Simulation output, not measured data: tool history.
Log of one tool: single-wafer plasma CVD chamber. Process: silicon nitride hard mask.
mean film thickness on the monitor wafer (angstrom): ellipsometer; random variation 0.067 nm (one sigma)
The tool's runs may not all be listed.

run  hour  heater temperature setpoint (°C)  chamber pressure (Pa)  RF power (kW)  deposition time (s)  mean film thickness on the monitor wafer (angstrom)
  1   0.0                               380                    264          0.250                 23.6                                               244.30
  2   2.3                               376                    264          0.250                 23.6                                               244.59
  3   5.0                               376                    252          0.240                 23.5                                               231.80
  4  10.2                               376                    252          0.215                 23.5                                               207.02
  5  13.8                               376                    241          0.210                 23.5                                               198.90
     15.4  -- RF generator calibrated
  6  15.4                               376                    231          0.210                 23.5                                               204.18
  7  23.8                               376                    231          0.205                 23.5                                               199.82
  8  28.2                               376                    231          0.200                 23.5                                               193.88
  9  30.6                               376                    228          0.195                 23.5                                               185.51
 10  36.8                               376                    223          0.195                 23.5                                               185.21
 11  41.1                               376                    223          0.195                 23.5                                               185.30

Forecast run 12:
 12  43.5                               376                    216          0.195                 23.5                                                    ?

Run 12 gave mean film thickness on the monitor wafer (angstrom) 182.51.
